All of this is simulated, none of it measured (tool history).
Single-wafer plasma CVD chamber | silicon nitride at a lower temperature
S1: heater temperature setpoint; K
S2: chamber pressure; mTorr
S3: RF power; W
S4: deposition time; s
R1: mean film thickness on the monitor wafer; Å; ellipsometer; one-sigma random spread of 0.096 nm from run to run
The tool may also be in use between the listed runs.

run 1 hour=0 | S1=643.15 S2=1880 S3=230 S4=28.2 | R1=327.52
run 2 hour=1.5 | S1=643.15 S2=1950 S3=230 S4=28.2 | R1=330.1
run 3 hour=5.1 | S1=643.15 S2=2020 S3=230 S4=28.2 | R1=330.54
run 4 hour=13.7 | S1=643.15 S2=2020 S3=230 S4=26.8 | R1=315.1
run 5 hour=20 | S1=643.15 S2=1820 S3=230 S4=26.8 | R1=310.72
run 6 hour=21.7 | S1=643.15 S2=1880 S3=235 S4=26.8 | R1=315.85

What does the tool deliver on the next run?
run 7 hour=27.2 | S1=643.15 S2=1940 S3=240 S4=26.8 | R1=?

R1: 325.82 Å
